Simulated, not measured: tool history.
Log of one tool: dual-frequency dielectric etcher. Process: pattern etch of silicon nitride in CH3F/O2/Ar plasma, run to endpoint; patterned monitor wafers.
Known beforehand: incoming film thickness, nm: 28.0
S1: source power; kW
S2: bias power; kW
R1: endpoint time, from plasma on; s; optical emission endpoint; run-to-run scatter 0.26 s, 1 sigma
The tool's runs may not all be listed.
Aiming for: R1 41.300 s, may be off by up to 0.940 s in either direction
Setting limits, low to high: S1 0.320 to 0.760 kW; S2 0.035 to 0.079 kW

run    day     S1     S2      R1
  1  0.000  0.540  0.057  36.948
  2  0.250  0.520  0.057  37.817
  3  0.425  0.580  0.057  36.290
  4  0.667  0.580  0.050  38.422
  5  0.775  0.580  0.047  39.225
  6  1.062  0.570  0.047  39.674
  7  1.258  0.560  0.047  40.157
  8  1.296  0.540  0.047  40.670

4 candidate next runs follow, results not yet known. Just one meets every target within its allowed miss. Identify it.
  A  1.333  0.550  0.048   ?
  B  1.333  0.610  0.045   ?
  C  1.333  0.540  0.052   ?
  D  1.333  0.490  0.048   ?

move      R1
   A  39.410
   B  39.109
   C  38.343
   D  40.913
A: further off than the last run
B: further off than the last run
C: further off than the last run
D: meets every target
The right move is D.
